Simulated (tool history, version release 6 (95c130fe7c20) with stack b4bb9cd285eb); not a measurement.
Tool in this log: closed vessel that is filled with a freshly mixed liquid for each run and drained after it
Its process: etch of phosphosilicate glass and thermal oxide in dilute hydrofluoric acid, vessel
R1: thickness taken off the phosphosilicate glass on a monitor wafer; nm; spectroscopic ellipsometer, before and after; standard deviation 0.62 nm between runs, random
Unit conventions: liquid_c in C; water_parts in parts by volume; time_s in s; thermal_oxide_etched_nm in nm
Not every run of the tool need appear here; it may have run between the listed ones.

run 1 hour=0.0 | liquid_c=23.0 water_parts=85 time_s=60 | R1=145.25 thermal_oxide_etched_nm=3.1031
run 2 hour=6.0 | liquid_c=22.0 water_parts=90 time_s=60 | R1=129.90 thermal_oxide_etched_nm=2.8810
run 3 hour=10.5 | liquid_c=22.0 water_parts=90 time_s=70 | R1=153.27 thermal_oxide_etched_nm=3.1909
run 4 hour=17.3 | liquid_c=21.0 water_parts=95 time_s=70 | R1=139.72 thermal_oxide_etched_nm=2.9329
run 5 hour=18.3 | liquid_c=20.5 water_parts=100 time_s=70 | R1=126.39 thermal_oxide_etched_nm=2.7505
run 6 hour=27.6 | liquid_c=20.0 water_parts=105 time_s=70 | R1=119.43 thermal_oxide_etched_nm=2.5285
run 7 hour=32.8 | liquid_c=19.5 water_parts=110 time_s=70 | R1=109.54 thermal_oxide_etched_nm=2.3713

What does the tool deliver on the next run?
run 8 hour=34.6 | liquid_c=19.0 water_parts=115 time_s=70 | R1=? thermal_oxide_etched_nm=?

{"run 8": {"R1": 103.1, "thermal_oxide_etched_nm": 2.1668}}

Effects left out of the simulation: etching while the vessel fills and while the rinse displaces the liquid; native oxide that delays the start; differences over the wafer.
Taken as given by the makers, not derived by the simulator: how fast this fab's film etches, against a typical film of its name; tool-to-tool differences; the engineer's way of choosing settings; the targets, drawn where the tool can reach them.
